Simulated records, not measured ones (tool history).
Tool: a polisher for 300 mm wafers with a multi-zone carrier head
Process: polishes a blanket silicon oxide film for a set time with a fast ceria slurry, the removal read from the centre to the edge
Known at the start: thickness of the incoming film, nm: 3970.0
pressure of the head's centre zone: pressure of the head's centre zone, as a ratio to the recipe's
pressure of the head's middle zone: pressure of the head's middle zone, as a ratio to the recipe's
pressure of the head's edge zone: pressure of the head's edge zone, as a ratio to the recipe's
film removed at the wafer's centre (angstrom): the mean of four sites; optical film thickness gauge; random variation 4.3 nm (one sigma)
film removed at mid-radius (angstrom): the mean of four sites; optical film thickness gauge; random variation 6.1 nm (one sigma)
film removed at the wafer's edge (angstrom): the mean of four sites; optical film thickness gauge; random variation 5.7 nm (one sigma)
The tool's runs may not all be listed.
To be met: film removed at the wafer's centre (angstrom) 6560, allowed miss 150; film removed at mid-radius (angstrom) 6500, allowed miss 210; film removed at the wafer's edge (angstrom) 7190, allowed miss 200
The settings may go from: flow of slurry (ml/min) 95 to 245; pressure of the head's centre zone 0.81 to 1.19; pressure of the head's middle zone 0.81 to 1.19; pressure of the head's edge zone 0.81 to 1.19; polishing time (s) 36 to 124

| run | hour | flow of slurry (ml/min) | pressure of the head's centre zone | pressure of the head's middle zone | pressure of the head's edge zone | polishing time (s) | film removed at the wafer's centre (angstrom) | film removed at mid-radius (angstrom) | film removed at the wafer's edge (angstrom) |
|---|---|---|---|---|---|---|---|---|---|
| 1 | 0 | 155 | 1 | 1 | 1 | 79 | 9979.4 | 9836.5 | 10214 |
| 2 | 4.1 | 155 | 0.92 | 1 | 1 | 79 | 9292.6 | 10263 | 10129 |
| 3 | 9.2 | 185 | 0.92 | 1 | 1 | 79 | 9466.4 | 10264 | 10272 |
| 4 | 17.1 | 180 | 0.91 | 0.95 | 0.98 | 72 | 8552.9 | 8885.1 | 9269.9 |
| 5 | 21.3 | 180 | 0.91 | 0.95 | 1.02 | 72 | 8604.3 | 8820.3 | 9435.7 |
| 6 | 28.5 | 180 | 0.91 | 1.01 | 1.02 | 72 | 8566.9 | 9259.5 | 9422.5 |
| 7 | 36.6 | 180 | 0.9 | 0.97 | 1 | 67 | 7850.9 | 8472.8 | 8835.8 |
| 8 | 45.4 | 180 | 0.9 | 0.94 | 0.97 | 64 | 7518.8 | 7829.1 | 8340.8 |

Which of these 5 next moves meets every target?
| A | 54.2 | 185 | 0.95 | 0.81 | 1.07 | 54 | ? | ? | ? |
| B | 54.2 | 240 | 0.91 | 0.81 | 1.14 | 56 | ? | ? | ? |
| C | 54.2 | 180 | 0.92 | 0.99 | 0.92 | 71 | ? | ? | ? |
| D | 54.2 | 170 | 0.89 | 0.85 | 0.94 | 57 | ? | ? | ? |
| E | 54.2 | 190 | 0.89 | 0.87 | 0.99 | 53 | ? | ? | ? |

| move | film removed at the wafer's centre (angstrom) | film removed at mid-radius (angstrom) | film removed at the wafer's edge (angstrom) |
|---|---|---|---|
| A | 6642.5 | 5974.6 | 7304.6 |
| B | 6825.5 | 6388.4 | 7956.5 |
| C | 8433.3 | 9248.2 | 9002.7 |
| D | 6486.9 | 6492.2 | 7261.3 |
| E | 6130 | 6241.1 | 6959.3 |
A: brings the result that was furthest off to its target, and leaves another outside
B: nearer than the last run, and not there yet
C: further off than the last run
D: meets every target
E: takes the result that was furthest off past its target
Move D is the one to make.

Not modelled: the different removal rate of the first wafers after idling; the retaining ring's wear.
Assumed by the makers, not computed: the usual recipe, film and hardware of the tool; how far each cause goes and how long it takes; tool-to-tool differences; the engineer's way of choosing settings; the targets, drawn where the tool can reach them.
